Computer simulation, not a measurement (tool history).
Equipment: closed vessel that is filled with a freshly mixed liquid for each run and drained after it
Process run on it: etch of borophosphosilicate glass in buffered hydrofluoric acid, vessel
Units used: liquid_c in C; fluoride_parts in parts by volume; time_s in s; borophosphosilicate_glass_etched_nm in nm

run	hour	liquid_c	fluoride_parts	time_s	borophosphosilicate_glass_etched_nm
1	0	20	16	105	63.566
2	2.7	20	16	105	63.45
3	5.1	22	16	105	71.515
4	10.5	20	16	105	63.392
5	14	20	16	115	69.802
6	17.9	20	20	115	55.8
7	21.9	19	20	115	52.511
8	24.7	18.5	20	115	51.437
9	30.2	18	20	115	49.933

The next listed run, before its measurement:
10	33.6	17.5	20	115	?

{"run 10": {"borophosphosilicate_glass_etched_nm": 48.541}}

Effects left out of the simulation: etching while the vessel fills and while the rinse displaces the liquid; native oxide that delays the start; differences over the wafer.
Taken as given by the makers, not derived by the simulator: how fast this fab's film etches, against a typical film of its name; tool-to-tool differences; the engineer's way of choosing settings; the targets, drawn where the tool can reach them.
